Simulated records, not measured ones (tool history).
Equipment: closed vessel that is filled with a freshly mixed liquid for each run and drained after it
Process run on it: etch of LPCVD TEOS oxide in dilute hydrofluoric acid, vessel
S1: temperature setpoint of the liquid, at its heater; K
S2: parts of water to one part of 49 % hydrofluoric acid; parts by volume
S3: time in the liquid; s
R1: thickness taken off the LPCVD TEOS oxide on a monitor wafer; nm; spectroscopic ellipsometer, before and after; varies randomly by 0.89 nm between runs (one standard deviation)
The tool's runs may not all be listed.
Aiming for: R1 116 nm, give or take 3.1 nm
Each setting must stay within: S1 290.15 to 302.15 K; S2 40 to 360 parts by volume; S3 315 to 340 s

run	hour	S1	S2	S3	R1
1	0	294.15	200	315	71.653
2	6.8	295.65	195	315	78.345
3	10.4	295.65	195	340	83.896
4	12.4	296.65	190	340	90.551
5	20.7	297.65	185	340	97.033
6	27.9	297.65	185	315	90.151
7	32.5	298.65	180	315	96.785
8	36.8	299.15	180	315	99.155
9	42.9	299.15	180	315	98.243

Of the 5 settings listed for the next run, only one would bring every result within its allowed miss of target. Which one?
A	49	300.15	225	315	?
B	49	297.15	215	315	?
C	49	293.15	185	320	?
D	49	297.65	160	340	?
E	49	299.15	190	315	?

move	R1
A	76.766
B	72.93
C	76.343
D	114.47
E	91.244
A: its largest miss is bigger than the last run's
B: its largest miss is bigger than the last run's
C: its largest miss is bigger than the last run's
D: each result inside its tolerance
E: its largest miss is bigger than the last run's
Go with D: it meets all targets.
